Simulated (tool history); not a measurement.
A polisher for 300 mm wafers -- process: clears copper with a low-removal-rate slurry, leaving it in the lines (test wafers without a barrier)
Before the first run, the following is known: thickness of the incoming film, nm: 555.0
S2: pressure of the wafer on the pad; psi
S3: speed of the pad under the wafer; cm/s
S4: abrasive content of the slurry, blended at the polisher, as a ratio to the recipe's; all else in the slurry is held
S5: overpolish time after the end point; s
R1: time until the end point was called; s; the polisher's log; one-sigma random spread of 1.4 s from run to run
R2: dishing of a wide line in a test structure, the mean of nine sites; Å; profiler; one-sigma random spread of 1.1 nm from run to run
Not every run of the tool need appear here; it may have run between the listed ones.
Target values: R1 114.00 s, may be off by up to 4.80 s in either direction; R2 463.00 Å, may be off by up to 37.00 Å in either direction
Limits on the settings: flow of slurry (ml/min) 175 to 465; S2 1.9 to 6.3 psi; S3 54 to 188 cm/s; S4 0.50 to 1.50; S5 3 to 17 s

Run 1, hour 0.0: flow of slurry (ml/min) 295, S2 4.1 psi, S3 120 cm/s, S4 1.00, S5 9 s. Result: R1 137.59 s, R2 254.64 Å.
Run 2, hour 5.0: flow of slurry (ml/min) 295, S2 4.1 psi, S3 120 cm/s, S4 1.10, S5 9 s. Result: R1 132.92 s, R2 276.35 Å.
Run 3, hour 8.3: flow of slurry (ml/min) 295, S2 4.1 psi, S3 120 cm/s, S4 1.10, S5 10 s. Result: R1 135.97 s, R2 291.26 Å.
Run 4, hour 10.4: flow of slurry (ml/min) 295, S2 4.3 psi, S3 120 cm/s, S4 1.10, S5 11 s. Result: R1 128.13 s, R2 346.18 Å.
Run 5, hour 17.6: flow of slurry (ml/min) 295, S2 4.4 psi, S3 120 cm/s, S4 1.10, S5 11 s. Result: R1 126.62 s, R2 349.13 Å.
Run 6, hour 23.5: flow of slurry (ml/min) 295, S2 4.5 psi, S3 120 cm/s, S4 1.10, S5 11 s. Result: R1 123.05 s, R2 343.66 Å.
Run 7, hour 25.9: flow of slurry (ml/min) 295, S2 4.5 psi, S3 120 cm/s, S4 1.10, S5 11 s. Result: R1 121.39 s, R2 342.93 Å.
Run 8, hour 31.1: flow of slurry (ml/min) 295, S2 4.5 psi, S3 120 cm/s, S4 1.10, S5 12 s. Result: R1 124.11 s, R2 369.46 Å.
Run 9, hour 37.1: flow of slurry (ml/min) 295, S2 4.6 psi, S3 120 cm/s, S4 1.10, S5 12 s. Result: R1 122.08 s, R2 387.26 Å.
Run 10, hour 45.2: flow of slurry (ml/min) 295, S2 4.7 psi, S3 120 cm/s, S4 1.10, S5 12 s. Result: R1 118.39 s, R2 389.99 Å.

Which single option among these 5 for the next run brings every result within its allowed miss of target? Just one does.
Run A, hour 53.3: flow of slurry (ml/min) 400, S2 5.7 psi, S3 88 cm/s, S4 0.85, S5 15 s. Result: R1 ?, R2 ?.
Run B, hour 53.3: flow of slurry (ml/min) 290, S2 4.9 psi, S3 112 cm/s, S4 1.05, S5 8 s. Result: R1 ?, R2 ?.
Run C, hour 53.3: flow of slurry (ml/min) 310, S2 5.1 psi, S3 114 cm/s, S4 1.05, S5 14 s. Result: R1 ?, R2 ?.
Run D, hour 53.3: flow of slurry (ml/min) 310, S2 4.7 psi, S3 120 cm/s, S4 1.00, S5 17 s. Result: R1 ?, R2 ?.
Run E, hour 53.3: flow of slurry (ml/min) 175, S2 4.2 psi, S3 148 cm/s, S4 0.90, S5 12 s. Result: R1 ?, R2 ?.

move      R1      R2
   A  127.17  448.17
   B  121.45  264.72
   C  114.50  460.12
   D  120.43  517.37
   E  125.66  368.08
A: brings the last run's worst result on target, with another outside its allowed miss
B: its largest miss is bigger than the last run's
C: all results in spec
D: takes the result that was furthest off past its target
E: its largest miss is bigger than the last run's
Move C is the one to make.
